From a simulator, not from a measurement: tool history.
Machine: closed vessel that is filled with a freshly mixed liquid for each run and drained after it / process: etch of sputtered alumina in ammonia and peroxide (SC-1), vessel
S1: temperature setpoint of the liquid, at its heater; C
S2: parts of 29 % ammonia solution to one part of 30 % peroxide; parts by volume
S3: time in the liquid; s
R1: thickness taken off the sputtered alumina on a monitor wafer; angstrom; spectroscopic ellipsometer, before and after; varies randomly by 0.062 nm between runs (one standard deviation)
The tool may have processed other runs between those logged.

Run 1, hour 0: S1 57 C, S2 0.75 parts by volume, S3 55 s. Result: R1 45.073 angstrom.
Run 2, hour 2: S1 50.5 C, S2 0.75 parts by volume, S3 55 s. Result: R1 32.654 angstrom.
Run 3, hour 3: S1 50.5 C, S2 0.75 parts by volume, S3 45 s. Result: R1 26.925 angstrom.
Run 4, hour 10.8: S1 44 C, S2 0.75 parts by volume, S3 45 s. Result: R1 18.293 angstrom.
Run 5, hour 12.9: S1 44 C, S2 0.9 parts by volume, S3 45 s. Result: R1 18.564 angstrom.
Run 6, hour 22.2: S1 41 C, S2 0.9 parts by volume, S3 45 s. Result: R1 15.896 angstrom.
Run 7, hour 30.3: S1 41 C, S2 0.9 parts by volume, S3 45 s. Result: R1 15.852 angstrom.
Run 8, hour 38.1: S1 45.5 C, S2 0.9 parts by volume, S3 45 s. Result: R1 20.313 angstrom.
Run 9, hour 43.4: S1 53.5 C, S2 1 parts by volume, S3 45 s. Result: R1 31.641 angstrom.

Expected results for the next run?
Run 10, hour 46: S1 56 C, S2 1 parts by volume, S3 45 s. Result: R1 ?.

R1: 35.847 angstrom
